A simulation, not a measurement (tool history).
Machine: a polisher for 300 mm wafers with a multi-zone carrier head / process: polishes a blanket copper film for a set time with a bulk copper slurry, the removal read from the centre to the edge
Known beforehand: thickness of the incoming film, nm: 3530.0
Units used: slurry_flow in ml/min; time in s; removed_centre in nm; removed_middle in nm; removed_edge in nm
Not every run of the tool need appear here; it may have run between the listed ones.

{"run": 1, "hour": 0.0, "slurry_flow": 135, "centre_zone": 1.0, "middle_zone": 1.0, "edge_zone": 1.0, "slurry_solids": 1.0, "time": 71, "removed_centre": 580.82, "removed_middle": 556.73, "removed_edge": 585.05}
{"run": 2, "hour": 6.7, "slurry_flow": 135, "centre_zone": 1.0, "middle_zone": 1.0, "edge_zone": 1.05, "slurry_solids": 1.0, "time": 71, "removed_centre": 576.02, "removed_middle": 566.18, "removed_edge": 594.93}
{"run": 3, "hour": 10.0, "slurry_flow": 135, "centre_zone": 1.0, "middle_zone": 1.0, "edge_zone": 1.08, "slurry_solids": 1.0, "time": 71, "removed_centre": 579.89, "removed_middle": 561.51, "removed_edge": 603.97}
{"run": 4, "hour": 10.9, "slurry_flow": 130, "centre_zone": 1.01, "middle_zone": 0.99, "edge_zone": 1.05, "slurry_solids": 0.9, "time": 69, "removed_centre": 565.17, "removed_middle": 534.34, "removed_edge": 559.27}
{"run": 5, "hour": 15.6, "slurry_flow": 130, "centre_zone": 1.01, "middle_zone": 0.99, "edge_zone": 1.05, "slurry_solids": 0.9, "time": 83, "removed_centre": 671.08, "removed_middle": 625.08, "removed_edge": 677.49}
{"run": 6, "hour": 17.6, "slurry_flow": 130, "centre_zone": 1.01, "middle_zone": 0.99, "edge_zone": 1.05, "slurry_solids": 1.0, "time": 83, "removed_centre": 678.44, "removed_middle": 668.22, "removed_edge": 692.45}
{"run": 7, "hour": 18.3, "slurry_flow": 130, "centre_zone": 1.01, "middle_zone": 0.99, "edge_zone": 1.05, "slurry_solids": 1.0, "time": 83, "removed_centre": 659.4, "removed_middle": 643.64, "removed_edge": 692.85}
{"run": 8, "hour": 24.0, "slurry_flow": 125, "centre_zone": 1.0, "middle_zone": 0.98, "edge_zone": 1.03, "slurry_solids": 0.9, "time": 80, "removed_centre": 639.43, "removed_middle": 610.0, "removed_edge": 650.59}
{"run": 9, "hour": 31.0, "slurry_flow": 120, "centre_zone": 1.0, "middle_zone": 0.98, "edge_zone": 1.02, "slurry_solids": 0.85, "time": 76, "removed_centre": 589.84, "removed_middle": 562.13, "removed_edge": 598.33}

The next listed run, before its measurement:
{"run": 10, "hour": 36.5, "slurry_flow": 115, "centre_zone": 1.0, "middle_zone": 0.98, "edge_zone": 1.0, "slurry_solids": 0.8, "time": 74, "removed_centre": "?", "removed_middle": "?", "removed_edge": "?"}

{"run 10": {"removed_centre": 567.89, "removed_middle": 548.85, "removed_edge": 573.97}}
